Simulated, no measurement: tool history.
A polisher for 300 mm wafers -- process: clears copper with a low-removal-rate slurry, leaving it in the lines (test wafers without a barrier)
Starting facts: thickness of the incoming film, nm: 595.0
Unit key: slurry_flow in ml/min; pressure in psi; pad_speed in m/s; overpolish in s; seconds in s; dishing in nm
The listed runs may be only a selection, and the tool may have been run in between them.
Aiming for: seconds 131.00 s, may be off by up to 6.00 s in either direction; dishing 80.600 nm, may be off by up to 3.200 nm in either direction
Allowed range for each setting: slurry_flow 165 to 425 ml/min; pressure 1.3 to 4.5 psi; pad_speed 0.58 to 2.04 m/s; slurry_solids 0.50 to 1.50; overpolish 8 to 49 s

run,hour,slurry_flow,pressure,pad_speed,slurry_solids,overpolish,seconds,dishing
1,0.0,275,2.9,1.30,1.00,25,185.73,52.425
2,8.6,275,3.2,1.30,1.00,25,167.35,57.333
3,9.1,275,3.3,1.30,1.00,26,165.83,60.643
4,11.6,275,3.3,1.08,1.00,26,200.06,52.169
5,19.6,275,3.3,1.22,1.00,26,181.69,58.009
6,28.3,275,2.9,1.22,1.00,26,194.81,52.267
7,34.2,275,3.2,1.22,1.00,26,184.14,56.604
8,39.3,275,3.5,1.22,1.00,26,163.98,60.261
9,47.1,275,3.6,1.22,1.00,27,158.02,63.719
10,52.7,275,3.7,1.22,1.00,28,152.28,66.807
11,58.5,275,4.2,1.22,1.00,31,142.86,79.139
12,64.8,275,4.2,1.22,1.00,31,138.29,79.416

4 candidate next runs follow, results not yet known. Just one meets every target within its allowed miss. Identify it.
A,71.1,300,4.3,1.22,1.15,31,?,?
B,71.1,190,4.4,1.10,1.25,33,?,?
C,71.1,250,4.1,1.20,0.95,30,?,?
D,71.1,315,4.4,1.08,1.10,37,?,?

move,seconds,dishing
A,131.20,82.941
B,147.26,80.241
C,149.31,74.108
D,145.23,87.203
A: hits every target within its allowed miss
B: moves away from the targets compared with the last run
C: moves away from the targets compared with the last run
D: moves away from the targets compared with the last run
A meets every target.

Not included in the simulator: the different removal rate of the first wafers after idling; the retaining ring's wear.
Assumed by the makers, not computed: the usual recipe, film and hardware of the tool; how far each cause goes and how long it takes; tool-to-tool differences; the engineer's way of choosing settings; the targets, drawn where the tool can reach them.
